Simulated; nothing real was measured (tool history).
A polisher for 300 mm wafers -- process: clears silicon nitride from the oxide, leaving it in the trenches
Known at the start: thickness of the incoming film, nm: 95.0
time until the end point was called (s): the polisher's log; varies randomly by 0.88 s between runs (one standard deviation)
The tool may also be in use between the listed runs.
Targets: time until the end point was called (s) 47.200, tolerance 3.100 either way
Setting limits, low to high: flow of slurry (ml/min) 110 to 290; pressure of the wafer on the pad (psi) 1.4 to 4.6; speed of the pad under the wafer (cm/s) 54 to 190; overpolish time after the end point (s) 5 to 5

run,day,flow of slurry (ml/min),pressure of the wafer on the pad (psi),speed of the pad under the wafer (cm/s),overpolish time after the end point (s),time until the end point was called (s)
1,0.000,185,3.0,122,5,91.031
2,0.250,185,3.0,140,5,78.518
3,0.329,225,3.0,140,5,76.305
4,0.683,225,3.3,140,5,66.692
5,0.921,225,3.6,142,5,62.795
6,1.033,225,3.9,144,5,58.492
7,1.083,225,3.9,144,5,56.689
8,1.200,225,4.1,146,5,54.176
9,1.358,225,4.2,148,5,52.857

Of the 5 settings listed for the next run, only one would bring every result within its allowed miss of target. Which one?
A,1.517,215,4.2,186,5,?
B,1.517,260,4.5,146,5,?
C,1.517,245,4.6,176,5,?
D,1.517,260,3.7,146,5,?
E,1.517,145,4.2,136,5,?

move,time until the end point was called (s)
A,43.109
B,49.284
C,40.879
D,59.679
E,61.043
A: moves the result that the last run missed by most past its target, out the other side
B: hits every target within its allowed miss
C: moves the result that the last run missed by most past its target, out the other side
D: misses by more than the last run did
E: misses by more than the last run did
Answer: B
